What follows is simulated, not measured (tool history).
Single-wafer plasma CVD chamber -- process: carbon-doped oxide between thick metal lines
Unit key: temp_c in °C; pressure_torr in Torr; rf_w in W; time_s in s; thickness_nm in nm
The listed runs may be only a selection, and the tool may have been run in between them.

run 1 hour=0.0 | temp_c=365 pressure_torr=6.01 rf_w=560 time_s=179 | thickness_nm=870.30
run 2 hour=5.9 | temp_c=366 pressure_torr=5.76 rf_w=510 time_s=178 | thickness_nm=788.69
run 3 hour=9.8 | temp_c=368 pressure_torr=5.29 rf_w=500 time_s=178 | thickness_nm=766.50
run 4 hour=18.4 | temp_c=368 pressure_torr=5.29 rf_w=500 time_s=171 | thickness_nm=728.37
run 5 hour=27.0 | temp_c=370 pressure_torr=5.11 rf_w=500 time_s=171 | thickness_nm=727.97
run 6 hour=31.9 | temp_c=375 pressure_torr=5.11 rf_w=500 time_s=171 | thickness_nm=722.47

Run 7 comes next. What will it give?
run 7 hour=36.6 | temp_c=375 pressure_torr=4.88 rf_w=495 time_s=171 | thickness_nm=?

thickness_nm: 703.16 nm
